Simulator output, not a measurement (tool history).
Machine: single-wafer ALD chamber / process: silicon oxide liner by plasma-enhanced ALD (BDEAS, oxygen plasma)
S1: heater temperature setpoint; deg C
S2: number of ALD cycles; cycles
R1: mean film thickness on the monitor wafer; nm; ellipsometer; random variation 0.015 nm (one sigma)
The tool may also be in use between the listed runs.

run,hour,S1,S2,R1
1,0.0,310,65,6.0588
2,5.0,304,65,6.1398
3,6.8,304,58,5.4623
4,15.5,304,61,5.7528
5,18.7,296,61,5.9033
6,20.6,290,61,6.0441
7,26.0,289,63,6.2564
8,34.5,289,64,6.3821
9,35.9,289,65,6.4784

Run 10 has not been measured yet. What should we expect?
10,39.8,289,66,?

Run 10 produced R1 6.5972 nm.
